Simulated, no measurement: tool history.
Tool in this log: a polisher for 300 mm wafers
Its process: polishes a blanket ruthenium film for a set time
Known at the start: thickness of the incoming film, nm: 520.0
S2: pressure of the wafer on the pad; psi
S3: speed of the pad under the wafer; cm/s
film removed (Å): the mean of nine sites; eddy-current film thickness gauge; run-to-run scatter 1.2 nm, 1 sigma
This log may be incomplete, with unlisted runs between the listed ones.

Run 1, hour 0.0: flow of slurry (ml/min) 265, S2 1.5 psi, S3 88 cm/s, polishing time (s) 86. Result: film removed (Å) 667.26.
Run 2, hour 4.2: flow of slurry (ml/min) 325, S2 1.5 psi, S3 88 cm/s, polishing time (s) 86. Result: film removed (Å) 686.84.
Run 3, hour 8.4: flow of slurry (ml/min) 325, S2 1.5 psi, S3 80 cm/s, polishing time (s) 86. Result: film removed (Å) 637.98.
Run 4, hour 13.2: flow of slurry (ml/min) 325, S2 1.8 psi, S3 80 cm/s, polishing time (s) 86. Result: film removed (Å) 714.69.
Run 5, hour 21.0: flow of slurry (ml/min) 325, S2 1.8 psi, S3 66 cm/s, polishing time (s) 86. Result: film removed (Å) 580.23.
Run 6, hour 23.8: flow of slurry (ml/min) 325, S2 1.9 psi, S3 70 cm/s, polishing time (s) 86. Result: film removed (Å) 646.55.
Run 7, hour 25.0: flow of slurry (ml/min) 325, S2 2.3 psi, S3 94 cm/s, polishing time (s) 87. Result: film removed (Å) 984.32.
Run 8, hour 29.7: flow of slurry (ml/min) 325, S2 2.3 psi, S3 94 cm/s, polishing time (s) 87. Result: film removed (Å) 975.01.
Run 9, hour 34.7: flow of slurry (ml/min) 325, S2 2.3 psi, S3 96 cm/s, polishing time (s) 87. Result: film removed (Å) 1007.30.

For run 10, what comes out?
Run 10, hour 37.5: flow of slurry (ml/min) 325, S2 2.3 psi, S3 98 cm/s, polishing time (s) 87. Result: film removed (Å) ?.

For run 10 the tool returned film removed (Å) 1033.60.
